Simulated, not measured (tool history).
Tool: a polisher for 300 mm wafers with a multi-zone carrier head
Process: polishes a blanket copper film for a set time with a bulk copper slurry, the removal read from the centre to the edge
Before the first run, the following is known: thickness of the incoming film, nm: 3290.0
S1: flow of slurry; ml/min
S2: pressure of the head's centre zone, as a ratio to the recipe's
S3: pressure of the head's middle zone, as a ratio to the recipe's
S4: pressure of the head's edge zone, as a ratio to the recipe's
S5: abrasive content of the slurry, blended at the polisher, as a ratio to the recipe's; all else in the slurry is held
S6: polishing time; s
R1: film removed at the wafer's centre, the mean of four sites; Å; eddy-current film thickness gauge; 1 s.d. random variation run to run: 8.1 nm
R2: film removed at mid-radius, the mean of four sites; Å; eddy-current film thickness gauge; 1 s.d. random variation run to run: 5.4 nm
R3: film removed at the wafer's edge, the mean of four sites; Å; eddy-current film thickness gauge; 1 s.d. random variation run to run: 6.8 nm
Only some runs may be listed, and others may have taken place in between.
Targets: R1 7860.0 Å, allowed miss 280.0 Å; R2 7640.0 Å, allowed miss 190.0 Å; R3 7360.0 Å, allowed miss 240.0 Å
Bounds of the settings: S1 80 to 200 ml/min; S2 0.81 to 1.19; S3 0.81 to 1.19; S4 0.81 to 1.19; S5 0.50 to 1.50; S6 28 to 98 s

Run 1, hour 0.0: S1 130 ml/min, S2 1.00, S3 1.00, S4 1.00, S5 1.00, S6 63 s. Result: R1 5231.9 Å, R2 5230.5 Å, R3 5142.3 Å.
Run 2, hour 2.2: S1 140 ml/min, S2 1.02, S3 1.02, S4 1.04, S5 1.15, S6 65 s. Result: R1 5942.0 Å, R2 5793.1 Å, R3 5703.0 Å.
Run 3, hour 2.7: S1 150 ml/min, S2 1.03, S3 1.04, S4 1.07, S5 1.25, S6 66 s. Result: R1 6206.7 Å, R2 6175.2 Å, R3 6062.1 Å.
Run 4, hour 3.7: S1 150 ml/min, S2 0.97, S3 1.04, S4 1.07, S5 1.25, S6 66 s. Result: R1 5889.8 Å, R2 6170.4 Å, R3 6117.8 Å.
Run 5, hour 8.5: S1 150 ml/min, S2 0.91, S3 1.04, S4 1.07, S5 1.25, S6 66 s. Result: R1 5575.4 Å, R2 6170.4 Å, R3 6002.9 Å.
Run 6, hour 11.7: S1 160 ml/min, S2 0.96, S3 1.06, S4 1.09, S5 1.30, S6 67 s. Result: R1 6134.4 Å, R2 6551.4 Å, R3 6319.7 Å.
Run 7, hour 14.5: S1 160 ml/min, S2 0.96, S3 1.06, S4 1.09, S5 1.30, S6 67 s. Result: R1 6084.9 Å, R2 6477.6 Å, R3 6415.0 Å.
Run 8, hour 16.4: S1 170 ml/min, S2 1.00, S3 1.08, S4 1.10, S5 1.35, S6 67 s. Result: R1 6504.3 Å, R2 6769.2 Å, R3 6464.3 Å.
Run 9, hour 17.8: S1 175 ml/min, S2 1.02, S3 1.09, S4 1.11, S5 1.40, S6 68 s. Result: R1 6670.7 Å, R2 7055.2 Å, R3 6680.3 Å.
Run 10, hour 26.5: S1 180 ml/min, S2 1.05, S3 1.09, S4 1.12, S5 1.45, S6 69 s. Result: R1 7028.2 Å, R2 7256.1 Å, R3 6764.5 Å.
Run 11, hour 27.6: S1 180 ml/min, S2 1.06, S3 1.08, S4 1.13, S5 1.45, S6 70 s. Result: R1 7186.5 Å, R2 7338.1 Å, R3 6980.1 Å.
Run 12, hour 32.8: S1 185 ml/min, S2 1.08, S3 1.08, S4 1.14, S5 1.45, S6 70 s. Result: R1 7416.6 Å, R2 7345.2 Å, R3 7115.3 Å.
Run 13, hour 33.3: S1 190 ml/min, S2 1.09, S3 1.08, S4 1.14, S5 1.45, S6 70 s. Result: R1 7440.6 Å, R2 7377.7 Å, R3 7129.4 Å.
Run 14, hour 36.2: S1 190 ml/min, S2 1.10, S3 1.08, S4 1.15, S5 1.45, S6 70 s. Result: R1 7499.5 Å, R2 7411.3 Å, R3 7192.4 Å.
Run 15, hour 39.7: S1 190 ml/min, S2 1.11, S3 1.08, S4 1.15, S5 1.45, S6 70 s. Result: R1 7527.9 Å, R2 7379.0 Å, R3 7273.6 Å.
Run 16, hour 47.4: S1 190 ml/min, S2 1.12, S3 1.08, S4 1.15, S5 1.45, S6 70 s. Result: R1 7526.6 Å, R2 7382.6 Å, R3 7067.2 Å.
Run 17, hour 48.6: S1 190 ml/min, S2 1.12, S3 1.08, S4 1.16, S5 1.45, S6 70 s. Result: R1 7489.8 Å, R2 7415.2 Å, R3 7204.0 Å.
Run 18, hour 50.8: S1 190 ml/min, S2 1.13, S3 1.08, S4 1.16, S5 1.45, S6 70 s. Result: R1 7676.7 Å, R2 7313.7 Å, R3 7130.9 Å.

Pick the move, out of 4, that brings all results within their allowed miss; only one does.
Run A, hour 53.0: S1 185 ml/min, S2 1.14, S3 1.03, S4 1.19, S5 1.50, S6 71 s. Result: R1 ?, R2 ?, R3 ?.
Run B, hour 53.0: S1 175 ml/min, S2 1.19, S3 0.94, S4 1.13, S5 1.40, S6 76 s. Result: R1 ?, R2 ?, R3 ?.
Run C, hour 53.0: S1 200 ml/min, S2 1.12, S3 1.08, S4 1.15, S5 1.30, S6 74 s. Result: R1 ?, R2 ?, R3 ?.
Run D, hour 53.0: S1 195 ml/min, S2 0.98, S3 1.08, S4 1.19, S5 1.45, S6 74 s. Result: R1 ?, R2 ?, R3 ?.

move      R1      R2      R3
   A  7829.2  7208.4  7457.6
   B  8425.7  6953.8  7613.3
   C  7864.3  7632.2  7434.1
   D  7263.5  7823.6  7747.2
A: misses by more than the last run did
B: misses by more than the last run did
C: every result lands within tolerance
D: the worst result of the last run now meets its target, but another is out of spec
Answer: C
